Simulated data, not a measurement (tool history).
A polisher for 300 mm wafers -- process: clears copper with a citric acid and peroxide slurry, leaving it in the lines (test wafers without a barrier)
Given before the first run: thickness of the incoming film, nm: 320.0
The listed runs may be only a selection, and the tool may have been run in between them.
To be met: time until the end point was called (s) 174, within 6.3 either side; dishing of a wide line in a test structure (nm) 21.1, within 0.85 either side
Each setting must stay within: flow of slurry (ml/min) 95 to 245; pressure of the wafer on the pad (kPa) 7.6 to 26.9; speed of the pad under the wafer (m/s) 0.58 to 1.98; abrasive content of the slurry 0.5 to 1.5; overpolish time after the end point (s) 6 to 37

run  hour  flow of slurry (ml/min)  pressure of the wafer on the pad (kPa)  speed of the pad under the wafer (m/s)  abrasive content of the slurry  overpolish time after the end point (s)  time until the end point was called (s)  dishing of a wide line in a test structure (nm)
  1     0                      155                                    17.2                                    1.28                               1                                       19                                   135.95                                           30.843
  2   4.6                      190                                    17.2                                    1.28                               1                                       19                                   131.34                                           31.071
  3   7.5                      190                                    13.1                                    1.28                               1                                       19                                   168.12                                           24.731
  4    13                      190                                    13.1                                    1.28                               1                                       18                                      169                                           23.895
  5  19.9                      190                                    13.1                                    1.28                            1.15                                       18                                   163.16                                           24.263
  6  21.5                      190                                    13.1                                    1.28                            1.15                                       10                                   162.65                                           14.471
  7  28.4                      180                                    13.1                                    1.28                             1.1                                       11                                   165.03                                           15.291
  8  34.6                      175                                    13.1                                    1.28                             1.1                                       12                                   167.74                                           16.533
  9  37.5                      165                                    13.1                                    1.28                             1.1                                       13                                   167.98                                           17.762
 10  40.7                      160                                    13.1                                    1.28                             1.1                                       14                                   166.97                                           18.688
 11  49.7                      155                                    13.1                                    1.28                            1.05                                       15                                   170.74                                           19.964

Which single option among these 4 for the next run brings every result within its allowed miss of target? Just one does.
  A  58.7                      150                                    12.4                                     1.3                            1.05                                       14                                        ?                                                ?
  B  58.7                      180                                      11                                     1.6                             0.9                                       13                                        ?                                                ?
  C  58.7                      145                                    15.9                                     1.1                               1                                       14                                        ?                                                ?
  D  58.7                      150                                    12.4                                     1.3                             1.3                                       16                                        ?                                                ?

move  time until the end point was called (s)  dishing of a wide line in a test structure (nm)
   A                                   176.49                                            17.83
   B                                   161.06                                           18.004
   C                                   166.27                                           18.986
   D                                   169.69                                           20.749
A: moves away from the targets compared with the last run
B: moves away from the targets compared with the last run
C: moves away from the targets compared with the last run
D: each result inside its tolerance
Go with D: it meets all targets.
